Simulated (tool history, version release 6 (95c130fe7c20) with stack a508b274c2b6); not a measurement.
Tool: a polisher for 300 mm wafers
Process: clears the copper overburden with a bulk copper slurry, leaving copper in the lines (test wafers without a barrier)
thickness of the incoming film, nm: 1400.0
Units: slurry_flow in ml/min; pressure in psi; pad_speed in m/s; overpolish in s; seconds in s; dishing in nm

{"run": 1, "hour": 0.0, "slurry_flow": 285, "pressure": 3.2, "pad_speed": 1.18, "slurry_solids": 1.0, "overpolish": 15, "seconds": 103.91, "dishing": 103.32}
{"run": 2, "hour": 4.2, "slurry_flow": 260, "pressure": 3.2, "pad_speed": 1.18, "slurry_solids": 1.0, "overpolish": 15, "seconds": 104.52, "dishing": 104.27}
{"run": 3, "hour": 5.4, "slurry_flow": 260, "pressure": 3.2, "pad_speed": 1.08, "slurry_solids": 1.0, "overpolish": 15, "seconds": 108.94, "dishing": 97.601}
{"run": 4, "hour": 9.0, "slurry_flow": 315, "pressure": 3.2, "pad_speed": 1.08, "slurry_solids": 1.0, "overpolish": 15, "seconds": 107.11, "dishing": 100.74}
{"run": 5, "hour": 12.9, "slurry_flow": 315, "pressure": 3.2, "pad_speed": 0.9, "slurry_solids": 1.0, "overpolish": 15, "seconds": 132.35, "dishing": 87.398}
{"run": 6, "hour": 16.9, "slurry_flow": 315, "pressure": 2.5, "pad_speed": 0.9, "slurry_solids": 1.0, "overpolish": 15, "seconds": 168.61, "dishing": 71.837}
{"run": 7, "hour": 24.9, "slurry_flow": 315, "pressure": 2.5, "pad_speed": 0.9, "slurry_solids": 1.0, "overpolish": 14, "seconds": 166.96, "dishing": 69.611}
{"run": 8, "hour": 29.2, "slurry_flow": 315, "pressure": 2.5, "pad_speed": 0.9, "slurry_solids": 1.0, "overpolish": 13, "seconds": 168.76, "dishing": 65.325}
{"run": 9, "hour": 37.1, "slurry_flow": 315, "pressure": 2.5, "pad_speed": 0.9, "slurry_solids": 1.0, "overpolish": 12, "seconds": 170.58, "dishing": 61.709}

Run 10 comes next. What will it give?
{"run": 10, "hour": 45.5, "slurry_flow": 315, "pressure": 3.0, "pad_speed": 0.94, "slurry_solids": 1.0, "overpolish": 10, "seconds": "?", "dishing": "?"}

seconds: 137.54 s
dishing: 65.030 nm
